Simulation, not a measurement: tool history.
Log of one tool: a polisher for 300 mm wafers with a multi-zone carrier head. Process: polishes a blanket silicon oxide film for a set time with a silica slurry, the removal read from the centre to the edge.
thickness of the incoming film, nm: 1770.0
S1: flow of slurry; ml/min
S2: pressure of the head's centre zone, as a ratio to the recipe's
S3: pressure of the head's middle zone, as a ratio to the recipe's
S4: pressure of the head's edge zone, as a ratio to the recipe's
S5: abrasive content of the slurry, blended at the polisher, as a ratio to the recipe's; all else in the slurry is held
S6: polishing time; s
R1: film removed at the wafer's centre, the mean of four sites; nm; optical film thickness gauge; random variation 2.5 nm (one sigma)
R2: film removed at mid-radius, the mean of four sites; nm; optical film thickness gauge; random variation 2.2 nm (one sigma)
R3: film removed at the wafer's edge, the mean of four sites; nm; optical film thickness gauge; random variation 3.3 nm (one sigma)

run  hour   S1    S2    S3    S4    S5  S6      R1      R2      R3
  1     0  245     1     1     1     1  78   193.1  196.27  190.08
  2   0.8  245     1     1     1  0.85  78  178.71  175.95  184.26
  3   3.2  245     1  1.07     1  0.85  78  179.03  189.06  178.71
  4   8.2  245  1.05  1.07     1  0.85  78  186.77   190.6  180.67
  5   9.6  240  1.01  1.05  1.03   0.9  80  192.72  200.81  190.14
  6  14.9  240  1.01  1.05  1.03  1.05  80   203.8  211.12   208.4
  7  16.7  240     1  1.05  1.06   1.1  80  209.84  216.83  212.55
  8  18.2  235  0.97  1.04  1.08  1.15  80  202.01  218.65   217.7

Run 9 comes next. What will it give?
  9  24.6  235  0.96  1.03  1.1  1.2  80   ?   ?   ?

{"run 9": {"R1": 202.98, "R2": 219.41, "R3": 225.97}}
